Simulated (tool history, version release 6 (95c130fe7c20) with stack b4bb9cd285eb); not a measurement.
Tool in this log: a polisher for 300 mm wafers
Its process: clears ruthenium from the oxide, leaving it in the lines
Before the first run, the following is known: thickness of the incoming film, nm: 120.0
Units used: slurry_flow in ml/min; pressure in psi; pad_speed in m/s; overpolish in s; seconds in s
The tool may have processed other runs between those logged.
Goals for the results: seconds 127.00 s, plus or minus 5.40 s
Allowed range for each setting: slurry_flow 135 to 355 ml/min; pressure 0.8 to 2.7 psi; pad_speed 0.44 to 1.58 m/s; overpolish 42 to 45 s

| run | day | slurry_flow | pressure | pad_speed | overpolish | seconds |
|---|---|---|---|---|---|---|
| 1 | 0.000 | 225 | 1.7 | 1.00 | 42 | 163.97 |
| 2 | 0.288 | 225 | 1.8 | 1.00 | 42 | 155.22 |
| 3 | 0.408 | 225 | 1.8 | 0.86 | 42 | 170.36 |
| 4 | 0.746 | 225 | 1.8 | 0.64 | 42 | 216.55 |
| 5 | 0.938 | 225 | 1.8 | 0.64 | 42 | 214.36 |
| 6 | 1.071 | 270 | 1.8 | 0.64 | 42 | 211.96 |
| 7 | 1.246 | 270 | 2.0 | 0.64 | 42 | 189.03 |
| 8 | 1.288 | 270 | 2.2 | 0.64 | 42 | 173.99 |
| 9 | 1.467 | 270 | 2.3 | 0.66 | 42 | 169.61 |
| 10 | 1.746 | 270 | 2.3 | 0.66 | 42 | 163.25 |
| 11 | 1.792 | 270 | 2.4 | 0.68 | 42 | 156.46 |
| 12 | 1.992 | 270 | 2.5 | 0.70 | 42 | 148.73 |
| 13 | 2.108 | 270 | 2.6 | 0.72 | 42 | 143.23 |
|  | 2.217 | worn pad replaced by a new one |
| 14 | 2.217 | 275 | 2.7 | 0.82 | 42 | 109.45 |
| 15 | 2.421 | 260 | 2.7 | 0.82 | 42 | 112.89 |
| 16 | 2.733 | 260 | 2.6 | 0.82 | 42 | 114.73 |
| 17 | 2.875 | 260 | 2.5 | 0.82 | 42 | 119.27 |

Next run, 5 choices. One meets every target within its allowed miss, the rest don't. Which?
| A | 3.017 | 240 | 2.1 | 1.10 | 45 | ? |
| B | 3.017 | 275 | 2.5 | 0.74 | 42 | ? |
| C | 3.017 | 275 | 2.6 | 0.60 | 42 | ? |
| D | 3.017 | 205 | 2.6 | 0.90 | 45 | ? |
| E | 3.017 | 175 | 2.7 | 0.90 | 42 | ? |

| move | seconds |
|---|---|
| A | 111.25 |
| B | 123.96 |
| C | 136.62 |
| D | 107.14 |
| E | 104.91 |
A: lands further from the targets than the last run did
B: all results land within tolerance of their targets
C: carries the result that was furthest off beyond its target, to the other side
D: lands further from the targets than the last run did
E: lands further from the targets than the last run did
Answer: B

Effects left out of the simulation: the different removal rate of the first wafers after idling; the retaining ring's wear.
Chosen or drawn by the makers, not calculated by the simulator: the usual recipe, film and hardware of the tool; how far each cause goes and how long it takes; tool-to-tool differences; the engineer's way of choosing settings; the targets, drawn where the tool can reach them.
